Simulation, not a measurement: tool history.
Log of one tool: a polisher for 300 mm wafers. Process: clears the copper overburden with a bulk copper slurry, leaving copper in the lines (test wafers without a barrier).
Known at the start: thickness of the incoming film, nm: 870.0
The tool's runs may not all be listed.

run  hour  flow of slurry (ml/min)  pressure of the wafer on the pad (kPa)  speed of the pad under the wafer (cm/s)  abrasive content of the slurry  overpolish time after the end point (s)  time until the end point was called (s)  dishing of a wide line in a test structure (Å)
  1   0.0                      260                                    15.2                                      108                             1.0                                       24                                   122.77                                          860.30
  2   6.5                      300                                    15.2                                      108                             1.0                                       24                                   121.33                                          848.72
  3  15.0                      300                                    15.2                                      108                             0.8                                       24                                   128.68                                          820.64
  4  18.3                      240                                    15.2                                      108                             0.8                                       24                                   131.76                                          822.01
  5  25.5                      240                                    15.2                                      108                             0.7                                       24                                   136.44                                          801.39
  6  26.4                      240                                    13.8                                      106                             0.7                                       26                                   151.85                                          781.51
  7  28.9                      240                                    12.4                                      106                             0.7                                       28                                   167.56                                          751.20
  8  29.6                      240                                    11.7                                      106                             0.7                                       30                                   175.24                                          751.25
  9  38.1                      240                                    11.0                                      106                             0.7                                       32                                   189.53                                          765.39
 10  43.4                      240                                    10.3                                      106                             0.7                                       33                                   195.36                                          723.97
 11  52.1                      240                                     9.7                                      106                             0.7                                       34                                   207.18                                          716.26

Forecast run 12:
 12  59.9                      240                                     9.7                                      106                             0.7                                       35                                        ?                                               ?

time until the end point was called (s): 211.48
dishing of a wide line in a test structure (Å): 715.35

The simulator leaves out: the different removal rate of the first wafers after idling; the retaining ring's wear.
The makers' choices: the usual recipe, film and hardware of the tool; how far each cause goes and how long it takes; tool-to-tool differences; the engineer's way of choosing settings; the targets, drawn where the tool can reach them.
